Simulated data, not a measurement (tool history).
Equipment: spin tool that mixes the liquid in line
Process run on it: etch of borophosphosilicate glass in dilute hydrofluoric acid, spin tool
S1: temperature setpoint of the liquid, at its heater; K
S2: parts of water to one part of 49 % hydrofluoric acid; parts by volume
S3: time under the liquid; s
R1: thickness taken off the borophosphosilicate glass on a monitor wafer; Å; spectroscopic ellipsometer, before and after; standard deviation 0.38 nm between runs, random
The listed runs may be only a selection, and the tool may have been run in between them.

run	hour	S1	S2	S3	R1
1	0	294.15	135	35	191.98
2	7.9	296.65	135	35	210.02
3	16.9	300.15	135	35	242.04
4	18.7	300.15	135	35	238.07
5	25.8	300.15	85	35	403.81
6	28.4	296.65	85	35	356.97
7	36	298.15	75	35	429.65
8	40.7	298.15	75	35	433.12

Predict the results of run 9:
9	49	302.15	40	35	?

R1: 990.31 Å

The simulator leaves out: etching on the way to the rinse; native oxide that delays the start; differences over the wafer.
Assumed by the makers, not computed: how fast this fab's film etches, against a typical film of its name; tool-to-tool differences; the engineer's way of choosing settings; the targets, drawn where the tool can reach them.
